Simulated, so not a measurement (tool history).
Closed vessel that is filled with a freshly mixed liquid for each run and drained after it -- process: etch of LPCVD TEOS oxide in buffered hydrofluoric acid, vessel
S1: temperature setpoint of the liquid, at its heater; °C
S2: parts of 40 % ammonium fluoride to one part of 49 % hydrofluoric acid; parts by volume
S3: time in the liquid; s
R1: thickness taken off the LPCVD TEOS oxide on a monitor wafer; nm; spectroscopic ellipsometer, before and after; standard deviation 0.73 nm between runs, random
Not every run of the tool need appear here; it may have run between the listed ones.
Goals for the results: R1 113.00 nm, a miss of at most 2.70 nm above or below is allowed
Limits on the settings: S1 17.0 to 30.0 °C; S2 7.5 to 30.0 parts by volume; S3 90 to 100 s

{"run": 1, "hour": 0.0, "S1": 22.0, "S2": 22.0, "S3": 90, "R1": 177.63}
{"run": 2, "hour": 4.8, "S1": 22.0, "S2": 28.0, "S3": 90, "R1": 150.76}
{"run": 3, "hour": 6.3, "S1": 22.0, "S2": 30.0, "S3": 90, "R1": 142.83}
{"run": 4, "hour": 8.2, "S1": 21.0, "S2": 30.0, "S3": 90, "R1": 137.16}
{"run": 5, "hour": 14.7, "S1": 23.0, "S2": 30.0, "S3": 90, "R1": 151.97}
{"run": 6, "hour": 15.7, "S1": 25.5, "S2": 30.0, "S3": 90, "R1": 175.11}
{"run": 7, "hour": 20.6, "S1": 24.0, "S2": 30.0, "S3": 90, "R1": 161.38}
{"run": 8, "hour": 27.5, "S1": 20.0, "S2": 30.0, "S3": 90, "R1": 129.73}
{"run": 9, "hour": 31.9, "S1": 17.0, "S2": 30.0, "S3": 90, "R1": 109.32}

Exercise: of the 4 proposed moves below, exactly one satisfies all targets within the stated allowed misses. Which move is it?
{"run": "A", "hour": 36.3, "S1": 17.0, "S2": 30.0, "S3": 100, "R1": "?"}
{"run": "B", "hour": 36.3, "S1": 17.0, "S2": 28.0, "S3": 95, "R1": "?"}
{"run": "C", "hour": 36.3, "S1": 17.5, "S2": 29.5, "S3": 95, "R1": "?"}
{"run": "D", "hour": 36.3, "S1": 17.5, "S2": 30.0, "S3": 90, "R1": "?"}

move=A R1=121.95
move=B R1=121.51
move=C R1=120.57
move=D R1=112.90
A: moves the result that the last run missed by most past its target, out the other side
B: moves the result that the last run missed by most past its target, out the other side
C: moves the result that the last run missed by most past its target, out the other side
D: all results in spec
D meets every target.
